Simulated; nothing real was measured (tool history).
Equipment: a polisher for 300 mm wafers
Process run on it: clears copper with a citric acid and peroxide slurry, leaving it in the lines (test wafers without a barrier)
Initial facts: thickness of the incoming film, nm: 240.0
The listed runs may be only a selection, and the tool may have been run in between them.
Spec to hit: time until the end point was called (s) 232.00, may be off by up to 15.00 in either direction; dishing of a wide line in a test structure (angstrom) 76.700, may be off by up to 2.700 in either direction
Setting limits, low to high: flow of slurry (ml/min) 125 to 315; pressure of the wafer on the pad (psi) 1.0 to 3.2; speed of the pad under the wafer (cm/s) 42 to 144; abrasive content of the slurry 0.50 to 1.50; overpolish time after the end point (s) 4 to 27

| run | hour | flow of slurry (ml/min) | pressure of the wafer on the pad (psi) | speed of the pad under the wafer (cm/s) | abrasive content of the slurry | overpolish time after the end point (s) | time until the end point was called (s) | dishing of a wide line in a test structure (angstrom) |
|---|---|---|---|---|---|---|---|---|
| 1 | 0.0 | 205 | 2.1 | 92 | 1.00 | 14 | 148.03 | 185.460 |
| 2 | 8.8 | 210 | 2.0 | 88 | 1.00 | 13 | 156.93 | 157.520 |
| 3 | 16.7 | 180 | 2.0 | 88 | 1.00 | 13 | 166.09 | 154.370 |
| 4 | 19.9 | 200 | 1.9 | 86 | 1.00 | 12 | 170.12 | 135.810 |
| 5 | 22.7 | 200 | 1.9 | 86 | 1.00 | 15 | 169.06 | 169.650 |
| 6 | 26.8 | 220 | 1.8 | 82 | 1.00 | 14 | 183.75 | 146.630 |
| 7 | 28.6 | 230 | 1.7 | 80 | 1.00 | 13 | 193.87 | 128.650 |
| 8 | 35.6 | 240 | 1.6 | 80 | 1.00 | 12 | 210.15 | 112.250 |
| 9 | 40.7 | 240 | 1.6 | 80 | 1.00 | 11 | 207.02 | 102.400 |
| 10 | 42.4 | 245 | 1.6 | 80 | 1.00 | 11 | 203.66 | 104.740 |
| 11 | 51.1 | 250 | 1.5 | 80 | 1.00 | 11 | 217.58 | 99.365 |
| 12 | 58.7 | 255 | 1.5 | 80 | 1.00 | 10 | 221.16 | 88.936 |

Below are 5 possible settings for the next run. Only one of them brings all results inside the allowed miss of their targets. Which is it?
| A | 66.3 | 240 | 1.1 | 88 | 0.90 | 11 | ? | ? |
| B | 66.3 | 265 | 1.3 | 84 | 0.95 | 10 | ? | ? |
| C | 66.3 | 175 | 1.3 | 74 | 0.90 | 11 | ? | ? |
| D | 66.3 | 250 | 1.2 | 78 | 0.85 | 10 | ? | ? |
| E | 66.3 | 240 | 1.6 | 72 | 1.00 | 9 | ? | ? |

| move | time until the end point was called (s) | dishing of a wide line in a test structure (angstrom) |
|---|---|---|
| A | 266.90 | 81.598 |
| B | 237.97 | 83.350 |
| C | 283.60 | 77.136 |
| D | 278.50 | 71.487 |
| E | 230.51 | 77.829 |
A: closes in on the targets versus the last run, not all within tolerance yet
B: closes in on the targets versus the last run, not all within tolerance yet
C: brings the last run's worst result on target, with another outside its allowed miss
D: pushes the last run's worst result past its target
E: meets every target
Correct choice: E, which meets every target
